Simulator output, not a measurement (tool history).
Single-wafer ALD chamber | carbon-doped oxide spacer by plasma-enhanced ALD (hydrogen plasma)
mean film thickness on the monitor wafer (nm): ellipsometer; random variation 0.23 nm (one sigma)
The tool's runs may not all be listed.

| run | hour | heater temperature setpoint (K) | number of ALD cycles (cycles) | mean film thickness on the monitor wafer (nm) |
|---|---|---|---|---|
| 1 | 0 | 653.15 | 650 | 34.075 |
| 2 | 9.8 | 653.15 | 664 | 34.784 |
| 3 | 11.5 | 653.15 | 626 | 32.634 |
| 4 | 15.7 | 663.15 | 626 | 32.778 |
| 5 | 25.5 | 652.15 | 626 | 32.547 |
| 6 | 30 | 652.15 | 578 | 30.525 |
| 7 | 39.8 | 652.15 | 601 | 31.353 |
| 8 | 43.9 | 652.15 | 620 | 32.646 |
| 9 | 49.5 | 652.15 | 637 | 33.351 |
| 10 | 59.1 | 652.15 | 652 | 34.151 |
| 11 | 68.1 | 652.15 | 665 | 34.768 |
| 12 | 71.1 | 652.15 | 677 | 35.367 |
| 13 | 79.2 | 652.15 | 688 | 36.092 |
| 14 | 83.9 | 652.15 | 697 | 36.606 |
| 15 | 86.3 | 652.15 | 705 | 36.971 |
| 16 | 95.7 | 652.15 | 712 | 37.446 |

Forecast run 17:
| 17 | 99 | 652.15 | 718 | ? |

{"run 17": {"mean film thickness on the monitor wafer (nm)": 37.231}}

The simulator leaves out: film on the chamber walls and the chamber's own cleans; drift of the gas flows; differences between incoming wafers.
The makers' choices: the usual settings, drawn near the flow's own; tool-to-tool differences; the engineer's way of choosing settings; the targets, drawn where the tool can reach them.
